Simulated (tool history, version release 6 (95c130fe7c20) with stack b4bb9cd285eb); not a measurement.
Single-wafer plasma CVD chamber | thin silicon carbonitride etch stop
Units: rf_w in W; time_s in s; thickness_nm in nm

run 1 day=0 | rf_w=270 time_s=18.7 | thickness_nm=11.745
run 2 day=0.092 | rf_w=270 time_s=20.4 | thickness_nm=12.844
run 3 day=0.438 | rf_w=285 time_s=20.5 | thickness_nm=13.078
run 4 day=0.562 | rf_w=250 time_s=20.5 | thickness_nm=12.65
run 5 day=0.792 | rf_w=265 time_s=20.6 | thickness_nm=12.958
run 6 day=1.075 | rf_w=300 time_s=20.6 | thickness_nm=13.295
run 7 day=1.3 | rf_w=305 time_s=20.7 | thickness_nm=13.395
run 8 day=1.604 | rf_w=310 time_s=20.8 | thickness_nm=13.53
run 9 day=1.762 | rf_w=315 time_s=20.9 | thickness_nm=13.666

Run 10 comes next. What will it give?
run 10 day=1.858 | rf_w=320 time_s=20.9 | thickness_nm=?

Run 10 gave thickness_nm 13.722 nm.

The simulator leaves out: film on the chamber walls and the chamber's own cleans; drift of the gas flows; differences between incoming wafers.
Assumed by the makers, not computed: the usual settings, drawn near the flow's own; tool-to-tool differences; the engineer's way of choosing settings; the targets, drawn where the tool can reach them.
